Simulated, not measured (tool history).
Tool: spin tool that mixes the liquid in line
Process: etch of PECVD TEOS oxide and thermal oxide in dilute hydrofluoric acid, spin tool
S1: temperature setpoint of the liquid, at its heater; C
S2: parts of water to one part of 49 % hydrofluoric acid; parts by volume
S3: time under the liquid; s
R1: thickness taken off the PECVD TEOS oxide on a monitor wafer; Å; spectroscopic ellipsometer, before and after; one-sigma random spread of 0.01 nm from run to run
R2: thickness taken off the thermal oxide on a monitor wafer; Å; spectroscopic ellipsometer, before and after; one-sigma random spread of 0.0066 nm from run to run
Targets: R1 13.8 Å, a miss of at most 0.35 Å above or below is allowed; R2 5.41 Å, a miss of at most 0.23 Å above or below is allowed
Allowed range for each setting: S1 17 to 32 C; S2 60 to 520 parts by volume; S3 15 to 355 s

run 1 hour=0 | S1=24 S2=290 S3=180 | R1=61.566 R2=24.315
run 2 hour=2 | S1=23 S2=325 S3=175 | R1=49.801 R2=19.382
run 3 hour=8.2 | S1=22.5 S2=355 S3=170 | R1=42.29 R2=16.475
run 4 hour=16.2 | S1=22 S2=380 S3=165 | R1=36.595 R2=14.318
run 5 hour=24.6 | S1=23 S2=380 S3=165 | R1=38.042 R2=14.833
run 6 hour=27 | S1=22 S2=400 S3=160 | R1=33.318 R2=12.923
run 7 hour=28.2 | S1=21.5 S2=420 S3=155 | R1=29.319 R2=11.737
run 8 hour=34 | S1=21.5 S2=435 S3=145 | R1=26.547 R2=10.136
run 9 hour=35.9 | S1=21 S2=450 S3=140 | R1=23.852 R2=9.4031
run 10 hour=36.6 | S1=20.5 S2=460 S3=135 | R1=22.198 R2=8.5691
run 11 hour=38.7 | S1=20 S2=470 S3=130 | R1=20.205 R2=8.0156
run 12 hour=44.5 | S1=20 S2=480 S3=125 | R1=18.848 R2=7.4155
run 13 hour=45.1 | S1=20 S2=480 S3=125 | R1=18.888 R2=7.5746
run 14 hour=51 | S1=20 S2=485 S3=120 | R1=17.862 R2=7.0702
run 15 hour=55.8 | S1=20 S2=490 S3=120 | R1=17.705 R2=7.0669
run 16 hour=58.1 | S1=19.5 S2=495 S3=120 | R1=17.004 R2=6.6882
run 17 hour=61.6 | S1=19 S2=500 S3=120 | R1=16.568 R2=6.3911

Exactly one of the 4 candidate moves below puts every result within its allowed miss. Which one?
run A hour=65.1 | S1=18.5 S2=450 S3=120 | R1=? R2=?
run B hour=65.1 | S1=20.5 S2=470 S3=115 | R1=? R2=?
run C hour=65.1 | S1=17.5 S2=515 S3=110 | R1=? R2=?
run D hour=65.1 | S1=18 S2=480 S3=130 | R1=? R2=?

move=A R1=18.97 R2=7.4329
move=B R1=18.339 R2=7.1856
move=C R1=13.982 R2=5.4786
move=D R1=18.509 R2=7.2521
A: moves away from the targets compared with the last run
B: moves away from the targets compared with the last run
C: meets every target
D: moves away from the targets compared with the last run
Answer: C

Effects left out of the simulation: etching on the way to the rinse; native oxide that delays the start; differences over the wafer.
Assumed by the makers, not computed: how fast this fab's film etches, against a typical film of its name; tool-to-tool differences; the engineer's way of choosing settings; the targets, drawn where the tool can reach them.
